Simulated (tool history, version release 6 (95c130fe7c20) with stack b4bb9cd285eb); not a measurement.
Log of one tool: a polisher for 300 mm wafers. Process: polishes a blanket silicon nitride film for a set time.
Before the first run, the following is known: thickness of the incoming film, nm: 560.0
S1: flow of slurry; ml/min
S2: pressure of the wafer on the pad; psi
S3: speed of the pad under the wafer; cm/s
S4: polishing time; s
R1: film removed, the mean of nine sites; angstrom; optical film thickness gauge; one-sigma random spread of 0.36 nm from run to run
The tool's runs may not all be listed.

run	hour	S1	S2	S3	S4	R1
1	0.0	150	4.0	126	47	1035.80
2	5.4	150	4.0	126	41	892.46
3	13.3	150	3.1	126	41	712.51
4	14.1	150	3.1	154	41	840.87
5	16.9	145	2.9	150	41	785.77
6	19.9	145	2.8	146	41	728.17
7	27.8	140	2.7	144	41	692.66
8	34.7	140	2.7	144	41	711.29
9	35.9	140	2.6	140	41	663.43
10	41.8	140	2.6	140	41	665.43
11	44.1	140	2.5	138	41	639.75
12	50.4	115	1.8	110	41	384.76
13	58.4	120	1.8	110	41	394.67

Expected results for the next run?
14	63.5	125	1.8	110	41	?

{"run 14": {"R1": 396.14}}
